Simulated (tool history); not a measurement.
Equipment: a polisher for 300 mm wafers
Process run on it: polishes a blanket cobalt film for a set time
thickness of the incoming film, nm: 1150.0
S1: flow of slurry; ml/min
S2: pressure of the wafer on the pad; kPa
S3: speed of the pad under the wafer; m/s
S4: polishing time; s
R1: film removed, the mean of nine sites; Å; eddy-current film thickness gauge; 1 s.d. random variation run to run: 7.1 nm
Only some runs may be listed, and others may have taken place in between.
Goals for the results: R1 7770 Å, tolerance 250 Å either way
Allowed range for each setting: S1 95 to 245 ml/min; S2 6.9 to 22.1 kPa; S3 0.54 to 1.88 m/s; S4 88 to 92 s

{"run": 1, "hour": 0.0, "S1": 155, "S2": 14.5, "S3": 1.2, "S4": 88, "R1": 4758.4}
{"run": 2, "hour": 5.8, "S1": 160, "S2": 16.5, "S3": 1.2, "S4": 88, "R1": 5130}
{"run": 3, "hour": 7.1, "S1": 160, "S2": 17.9, "S3": 1.26, "S4": 88, "R1": 5663.9}
{"run": 4, "hour": 9.6, "S1": 160, "S2": 19.3, "S3": 1.32, "S4": 88, "R1": 6288}
{"run": 5, "hour": 17.6, "S1": 160, "S2": 19.3, "S3": 1.32, "S4": 92, "R1": 6622.2}
{"run": 6, "hour": 20.0, "S1": 160, "S2": 19.3, "S3": 1.32, "S4": 92, "R1": 6651.3}
{"run": 7, "hour": 26.2, "S1": 165, "S2": 20, "S3": 1.34, "S4": 92, "R1": 6883.6}
{"run": 8, "hour": 31.9, "S1": 165, "S2": 20.7, "S3": 1.36, "S4": 92, "R1": 7124.1}
{"hour": 40.7, "done": "worn pad replaced by a new one"}
{"run": 9, "hour": 40.7, "S1": 165, "S2": 21.4, "S3": 1.38, "S4": 92, "R1": 8211.5}
{"run": 10, "hour": 44.0, "S1": 160, "S2": 21.4, "S3": 1.38, "S4": 92, "R1": 8254}
{"run": 11, "hour": 48.2, "S1": 165, "S2": 21.4, "S3": 1.38, "S4": 92, "R1": 8198}

Pick the move, out of 5, that brings all results within their allowed miss; only one does.
{"run": "A", "hour": 52.4, "S1": 155, "S2": 22.1, "S3": 1.48, "S4": 92, "R1": "?"}
{"run": "B", "hour": 52.4, "S1": 150, "S2": 22.1, "S3": 1.22, "S4": 92, "R1": "?"}
{"run": "C", "hour": 52.4, "S1": 190, "S2": 22.1, "S3": 1.44, "S4": 90, "R1": "?"}
{"run": "D", "hour": 52.4, "S1": 180, "S2": 20, "S3": 1.46, "S4": 92, "R1": "?"}
{"run": "E", "hour": 52.4, "S1": 195, "S2": 22.1, "S3": 1.28, "S4": 90, "R1": "?"}

move=A R1=8703.2
move=B R1=7172.3
move=C R1=8546.8
move=D R1=8159.7
move=E R1=7647.8
A: lands further from the targets than the last run did
B: carries the result that was furthest off beyond its target, to the other side
C: lands further from the targets than the last run did
D: gains on the last run, yet a result remains outside its allowed miss
E: meets every target
Correct choice: E, which meets every target
